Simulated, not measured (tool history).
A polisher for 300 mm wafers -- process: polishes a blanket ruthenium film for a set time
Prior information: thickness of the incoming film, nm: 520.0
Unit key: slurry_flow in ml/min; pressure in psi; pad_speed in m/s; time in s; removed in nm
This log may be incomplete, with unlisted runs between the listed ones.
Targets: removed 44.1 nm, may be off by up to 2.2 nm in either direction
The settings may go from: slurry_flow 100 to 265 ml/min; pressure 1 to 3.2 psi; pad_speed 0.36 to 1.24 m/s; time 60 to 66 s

run 1 day=0 | slurry_flow=170 pressure=2.1 pad_speed=0.8 time=66 | removed=55.667
run 2 day=0.025 | slurry_flow=170 pressure=2 pad_speed=0.8 time=66 | removed=49.956
run 3 day=0.388 | slurry_flow=170 pressure=1.9 pad_speed=0.8 time=66 | removed=49.087
run 4 day=0.692 | slurry_flow=170 pressure=1.9 pad_speed=0.92 time=66 | removed=54.183
run 5 day=0.967 | slurry_flow=200 pressure=1.9 pad_speed=0.92 time=66 | removed=56.782
run 6 day=1.038 | slurry_flow=200 pressure=1.9 pad_speed=0.84 time=66 | removed=53.82
run 7 day=1.158 | slurry_flow=190 pressure=1.9 pad_speed=0.84 time=66 | removed=51.65
run 8 day=1.512 | slurry_flow=185 pressure=1.8 pad_speed=0.84 time=66 | removed=47.815
run 9 day=1.725 | slurry_flow=180 pressure=1.8 pad_speed=0.84 time=66 | removed=48.022
-- day=1.9 worn pad replaced by a new one
run 10 day=1.9 | slurry_flow=175 pressure=1.8 pad_speed=0.84 time=66 | removed=52.824
run 11 day=2.196 | slurry_flow=175 pressure=1.7 pad_speed=0.82 time=66 | removed=46.722

Pick the move, out of 5, that brings all results within their allowed miss; only one does.
run A day=2.492 | slurry_flow=170 pressure=1.8 pad_speed=0.76 time=62 | removed=?
run B day=2.492 | slurry_flow=185 pressure=1.9 pad_speed=0.74 time=66 | removed=?
run C day=2.492 | slurry_flow=165 pressure=1.8 pad_speed=0.84 time=63 | removed=?
run D day=2.492 | slurry_flow=185 pressure=1.6 pad_speed=0.76 time=63 | removed=?
run E day=2.492 | slurry_flow=175 pressure=2 pad_speed=0.58 time=64 | removed=?

move=A removed=44.252
move=B removed=48.942
move=C removed=49.335
move=D removed=40.62
move=E removed=39.139
A: every result lands within tolerance
B: moves away from the targets compared with the last run
C: moves away from the targets compared with the last run
D: takes the biggest miss from the last run beyond its target
E: takes the biggest miss from the last run beyond its target
So the answer is move A, the one that meets all the targets.
